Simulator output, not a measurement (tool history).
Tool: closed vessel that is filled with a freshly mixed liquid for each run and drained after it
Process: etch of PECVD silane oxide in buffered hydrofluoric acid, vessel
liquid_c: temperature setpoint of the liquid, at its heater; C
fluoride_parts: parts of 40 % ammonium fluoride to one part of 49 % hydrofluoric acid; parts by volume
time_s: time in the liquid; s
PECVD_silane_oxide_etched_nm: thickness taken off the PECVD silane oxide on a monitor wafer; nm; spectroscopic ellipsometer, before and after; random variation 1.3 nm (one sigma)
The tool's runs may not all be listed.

| run | hour | liquid_c | fluoride_parts | time_s | PECVD_silane_oxide_etched_nm |
|---|---|---|---|---|---|
| 1 | 0 | 23 | 14.5 | 30 | 50 |
| 2 | 5 | 23 | 14.5 | 30 | 50.677 |
| 3 | 6.8 | 21.5 | 14.5 | 30 | 46.577 |
| 4 | 12.8 | 24.5 | 12 | 30 | 66.127 |
| 5 | 18.1 | 26.5 | 10.5 | 30 | 82.142 |
| 6 | 26.8 | 26.5 | 10.5 | 30 | 84.911 |
| 7 | 35.9 | 28 | 10 | 30 | 95.327 |
| 8 | 41 | 29 | 9.5 | 30 | 103.34 |
| 9 | 49.2 | 29.5 | 9 | 30 | 110.06 |

The next listed run, before its measurement:
| 10 | 51 | 30 | 8.5 | 30 | ? |

PECVD_silane_oxide_etched_nm: 120.68 nm

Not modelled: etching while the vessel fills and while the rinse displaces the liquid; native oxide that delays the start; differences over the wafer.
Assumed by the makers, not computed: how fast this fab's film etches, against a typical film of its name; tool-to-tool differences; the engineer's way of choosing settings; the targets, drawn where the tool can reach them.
